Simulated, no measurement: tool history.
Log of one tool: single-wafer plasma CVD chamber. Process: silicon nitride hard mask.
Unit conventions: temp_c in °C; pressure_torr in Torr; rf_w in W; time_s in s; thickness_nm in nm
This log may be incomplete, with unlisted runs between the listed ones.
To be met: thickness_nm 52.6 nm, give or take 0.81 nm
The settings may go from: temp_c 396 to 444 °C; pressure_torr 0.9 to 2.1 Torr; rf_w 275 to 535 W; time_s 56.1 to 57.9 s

run,hour,temp_c,pressure_torr,rf_w,time_s,thickness_nm
1,0,420,1.5,405,56.1,64.246
2,3.2,420,1.43,395,56.1,62.494
3,7.5,420,1.43,395,56.1,62.958
4,8.7,420,1.37,385,56.1,60.397
5,15.9,420,1.62,385,56.1,64.891
6,23.5,420,1.53,380,56.1,62.447
7,29.4,420,1.45,375,56.1,61.614
8,37.7,420,1.38,370,56.1,60.156

Below are 4 possible settings for the next run. Only one of them brings all results inside the allowed miss of their targets. Which is it?
A,46,423,1.06,385,56.1,?
B,46,421,1.09,370,56.1,?
C,46,417,1.39,405,57.9,?
D,46,420,1.11,335,56.1,?

move,thickness_nm
A,54.764
B,54.711
C,64.834
D,53.199
A: closer than the last run, but not yet in spec
B: closer than the last run, but not yet in spec
C: further off than the last run
D: all results land within tolerance of their targets
The right move is D.
